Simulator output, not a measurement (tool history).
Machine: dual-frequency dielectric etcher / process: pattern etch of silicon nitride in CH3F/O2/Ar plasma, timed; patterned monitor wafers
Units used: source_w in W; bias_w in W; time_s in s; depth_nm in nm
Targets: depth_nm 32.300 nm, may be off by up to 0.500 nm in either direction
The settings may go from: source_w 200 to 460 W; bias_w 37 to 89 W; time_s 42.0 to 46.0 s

Run 1, day 0.000: source_w 330 W, bias_w 63 W, time_s 46.0 s. Result: depth_nm 28.258 nm.
Run 2, day 0.025: source_w 270 W, bias_w 63 W, time_s 46.0 s. Result: depth_nm 25.131 nm.
Run 3, day 0.271: source_w 310 W, bias_w 64 W, time_s 46.0 s. Result: depth_nm 27.437 nm.
Run 4, day 0.646: source_w 330 W, bias_w 64 W, time_s 46.0 s. Result: depth_nm 28.449 nm.
Run 5, day 0.983: source_w 350 W, bias_w 64 W, time_s 46.0 s. Result: depth_nm 29.446 nm.
Run 6, day 1.071: source_w 370 W, bias_w 64 W, time_s 46.0 s. Result: depth_nm 30.320 nm.
Run 7, day 1.154: source_w 380 W, bias_w 64 W, time_s 46.0 s. Result: depth_nm 30.791 nm.
Run 8, day 1.262: source_w 390 W, bias_w 64 W, time_s 46.0 s. Result: depth_nm 31.259 nm.
Run 9, day 1.338: source_w 390 W, bias_w 64 W, time_s 46.0 s. Result: depth_nm 31.180 nm.
Run 10, day 1.667: source_w 400 W, bias_w 64 W, time_s 46.0 s. Result: depth_nm 31.583 nm.

Next run, 4 choices. One meets every target within its allowed miss, the rest don't. Which?
Run A, day 1.996: source_w 430 W, bias_w 74 W, time_s 45.0 s. Result: depth_nm ?.
Run B, day 1.996: source_w 380 W, bias_w 84 W, time_s 45.5 s. Result: depth_nm ?.
Run C, day 1.996: source_w 450 W, bias_w 70 W, time_s 43.0 s. Result: depth_nm ?.
Run D, day 1.996: source_w 400 W, bias_w 67 W, time_s 44.0 s. Result: depth_nm ?.

move  depth_nm
   A    33.502
   B    33.159
   C    32.175
   D    30.591
A: takes the result that was furthest off past its target
B: takes the result that was furthest off past its target
C: every result lands within tolerance
D: its largest miss is bigger than the last run's
C is the move that brings every result within its allowed miss.
